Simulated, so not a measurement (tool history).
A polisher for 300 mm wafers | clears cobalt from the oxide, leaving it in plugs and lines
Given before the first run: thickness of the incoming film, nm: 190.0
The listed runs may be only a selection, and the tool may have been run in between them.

run	hour	flow of slurry (ml/min)	pressure of the wafer on the pad (psi)	speed of the pad under the wafer (cm/s)	overpolish time after the end point (s)	time until the end point was called (s)	dishing of a wide line in a test structure (nm)
1	0.0	140	1.2	94	25	58.935	41.765
2	5.6	175	1.2	94	25	57.860	42.172
3	14.0	175	1.2	94	24	56.865	41.159
4	21.3	175	1.2	94	23	58.648	40.474
5	26.2	175	1.4	94	23	49.792	43.114
6	28.3	155	1.4	94	23	50.436	44.720
7	33.0	155	1.4	94	22	51.399	41.927
8	41.0	155	1.4	94	21	49.531	40.725
9	44.3	155	1.4	94	21	50.159	41.782

Run 10, settings as shown, results not yet in. Your forecast:
10	51.7	155	1.4	94	20	?	?

{"run 10": {"time until the end point was called (s)": 51.14, "dishing of a wide line in a test structure (nm)": 39.913}}
